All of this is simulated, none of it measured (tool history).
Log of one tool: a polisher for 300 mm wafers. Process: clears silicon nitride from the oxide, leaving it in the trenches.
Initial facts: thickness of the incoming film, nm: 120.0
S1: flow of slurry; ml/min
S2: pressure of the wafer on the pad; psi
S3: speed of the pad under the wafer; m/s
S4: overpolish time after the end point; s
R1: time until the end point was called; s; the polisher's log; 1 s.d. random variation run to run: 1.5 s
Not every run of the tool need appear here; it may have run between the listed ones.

run,hour,S1,S2,S3,S4,R1
1,0.0,225,3.0,0.92,42,167.75
2,7.0,280,3.0,0.92,42,165.93
3,13.2,280,3.2,0.92,42,154.64
4,21.3,240,3.2,0.92,42,156.89
5,23.0,190,3.2,0.92,42,161.44
6,28.6,190,3.3,0.92,42,155.34
7,37.3,190,3.4,0.92,42,152.58

Estimate the outcome of run 8 from the log above:
8,45.8,190,3.5,0.92,42,?

R1: 149.90 s
